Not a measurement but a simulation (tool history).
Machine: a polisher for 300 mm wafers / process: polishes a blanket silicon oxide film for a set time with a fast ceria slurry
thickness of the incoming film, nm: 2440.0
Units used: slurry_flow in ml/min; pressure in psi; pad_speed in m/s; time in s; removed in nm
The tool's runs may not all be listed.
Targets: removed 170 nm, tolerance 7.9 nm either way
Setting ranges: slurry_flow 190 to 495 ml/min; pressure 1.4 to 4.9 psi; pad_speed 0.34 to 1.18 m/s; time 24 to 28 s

{"run": 1, "day": 0.0, "slurry_flow": 320, "pressure": 3.1, "pad_speed": 0.76, "time": 28, "removed": 332.7}
{"run": 2, "day": 0.212, "slurry_flow": 320, "pressure": 3.1, "pad_speed": 0.6, "time": 28, "removed": 270.22}
{"run": 3, "day": 0.454, "slurry_flow": 320, "pressure": 3.1, "pad_speed": 0.6, "time": 24, "removed": 234.76}
{"run": 4, "day": 0.804, "slurry_flow": 320, "pressure": 3.1, "pad_speed": 0.66, "time": 24, "removed": 246.73}
{"run": 5, "day": 1.108, "slurry_flow": 320, "pressure": 3.1, "pad_speed": 0.66, "time": 28, "removed": 290.26}
{"run": 6, "day": 1.267, "slurry_flow": 320, "pressure": 2.7, "pad_speed": 0.66, "time": 28, "removed": 264.76}
{"run": 7, "day": 1.633, "slurry_flow": 320, "pressure": 2.4, "pad_speed": 0.62, "time": 28, "removed": 228.52}
{"run": 8, "day": 1.75, "slurry_flow": 320, "pressure": 2.2, "pad_speed": 0.6, "time": 28, "removed": 208.15}
{"run": 9, "day": 1.788, "slurry_flow": 320, "pressure": 2, "pad_speed": 0.6, "time": 28, "removed": 190.99}
{"run": 10, "day": 2.112, "slurry_flow": 320, "pressure": 1.9, "pad_speed": 0.6, "time": 28, "removed": 185.02}
{"run": 11, "day": 2.154, "slurry_flow": 320, "pressure": 1.8, "pad_speed": 0.6, "time": 28, "removed": 178.09}

Below are 5 possible settings for the next run. Only one of them brings all results inside the allowed miss of their targets. Which is it?
{"run": "A", "day": 2.196, "slurry_flow": 295, "pressure": 1.6, "pad_speed": 0.86, "time": 25, "removed": "?"}
{"run": "B", "day": 2.196, "slurry_flow": 335, "pressure": 2.6, "pad_speed": 0.48, "time": 24, "removed": "?"}
{"run": "C", "day": 2.196, "slurry_flow": 385, "pressure": 1.8, "pad_speed": 0.58, "time": 25, "removed": "?"}
{"run": "D", "day": 2.196, "slurry_flow": 190, "pressure": 1.6, "pad_speed": 0.78, "time": 28, "removed": "?"}
{"run": "E", "day": 2.196, "slurry_flow": 310, "pressure": 2, "pad_speed": 0.68, "time": 25, "removed": "?"}

move=A removed=195.42
move=B removed=174.36
move=C removed=159.35
move=D removed=190.39
move=E removed=191.4
A: the biggest miss grows against the last run
B: all results in spec
C: takes the biggest miss from the last run beyond its target
D: the biggest miss grows against the last run
E: the biggest miss grows against the last run
Answer: B
